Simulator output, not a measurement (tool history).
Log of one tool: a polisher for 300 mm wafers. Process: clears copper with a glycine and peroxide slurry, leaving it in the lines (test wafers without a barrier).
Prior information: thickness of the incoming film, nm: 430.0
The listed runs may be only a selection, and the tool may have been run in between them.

run    day  flow of slurry (ml/min)  pressure of the wafer on the pad (psi)  speed of the pad under the wafer (cm/s)  overpolish time after the end point (s)  time until the end point was called (s)  dishing of a wide line in a test structure (nm)
  1  0.000                      235                                     2.0                                       94                                       11                                   96.445                                           33.155
  2  0.042                      235                                     2.0                                       94                                       15                                   98.188                                           42.000
  3  0.258                      235                                     2.0                                      104                                       15                                   94.106                                           43.789
  4  0.433                      235                                     2.5                                      104                                       15                                   78.784                                           50.017
  5  0.692                      235                                     2.3                                      104                                       14                                   83.854                                           46.717
  6  0.867                      235                                     2.2                                      104                                       13                                   85.952                                           41.605
  7  1.000                      225                                     1.6                                      102                                       11                                  110.450                                           27.654

The next listed run, before its measurement:
  8  1.200                      230                                     1.6                                      102                                       11                                        ?                                                ?

time until the end point was called (s): 110.150
dishing of a wide line in a test structure (nm): 28.876
